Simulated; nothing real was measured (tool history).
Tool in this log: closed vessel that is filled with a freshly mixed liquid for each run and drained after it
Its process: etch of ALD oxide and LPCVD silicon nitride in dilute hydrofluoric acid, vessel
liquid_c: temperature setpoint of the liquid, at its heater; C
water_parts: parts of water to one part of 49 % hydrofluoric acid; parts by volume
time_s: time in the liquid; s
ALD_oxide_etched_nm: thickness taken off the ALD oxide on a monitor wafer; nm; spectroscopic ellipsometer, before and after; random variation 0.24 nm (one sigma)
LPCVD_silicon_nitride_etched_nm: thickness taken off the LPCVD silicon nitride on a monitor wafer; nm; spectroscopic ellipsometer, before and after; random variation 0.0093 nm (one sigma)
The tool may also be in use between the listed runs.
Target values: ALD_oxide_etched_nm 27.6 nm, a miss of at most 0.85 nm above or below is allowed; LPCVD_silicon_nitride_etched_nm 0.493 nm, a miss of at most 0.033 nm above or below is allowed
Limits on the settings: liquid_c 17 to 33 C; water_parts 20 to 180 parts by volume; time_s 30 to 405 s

| run | hour | liquid_c | water_parts | time_s | ALD_oxide_etched_nm | LPCVD_silicon_nitride_etched_nm |
|---|---|---|---|---|---|---|
| 1 | 0 | 25 | 100 | 205 | 50.077 | 1.1484 |
| 2 | 7.1 | 25 | 115 | 205 | 43.453 | 1.0042 |
| 3 | 16 | 24 | 115 | 205 | 41.985 | 0.94169 |
| 4 | 18.9 | 23 | 120 | 205 | 37.766 | 0.85906 |
| 5 | 20.5 | 23 | 120 | 135 | 25.303 | 0.56693 |
| 6 | 21.1 | 23 | 135 | 135 | 21.719 | 0.49831 |
| 7 | 29.4 | 22 | 125 | 130 | 22.484 | 0.49451 |
| 8 | 35.7 | 18 | 85 | 110 | 24.426 | 0.473 |
| 9 | 38.5 | 18 | 80 | 110 | 26.103 | 0.49887 |

Consider the 5 candidate settings below. Which is the only one whose results all fall within their allowed miss of target?
| A | 41.3 | 20.5 | 105 | 120 | ? | ? |
| B | 41.3 | 19 | 100 | 130 | ? | ? |
| C | 41.3 | 22 | 100 | 105 | ? | ? |
| D | 41.3 | 17 | 80 | 120 | ? | ? |
| E | 41.3 | 21 | 115 | 135 | ? | ? |

| move | ALD_oxide_etched_nm | LPCVD_silicon_nitride_etched_nm |
|---|---|---|
| A | 23.736 | 0.49596 |
| B | 25.526 | 0.50872 |
| C | 23.308 | 0.50358 |
| D | 27.668 | 0.5076 |
| E | 24.603 | 0.52795 |
A: misses by more than the last run did
B: misses by more than the last run did
C: misses by more than the last run did
D: hits every target within its allowed miss
E: misses by more than the last run did
Answer: D

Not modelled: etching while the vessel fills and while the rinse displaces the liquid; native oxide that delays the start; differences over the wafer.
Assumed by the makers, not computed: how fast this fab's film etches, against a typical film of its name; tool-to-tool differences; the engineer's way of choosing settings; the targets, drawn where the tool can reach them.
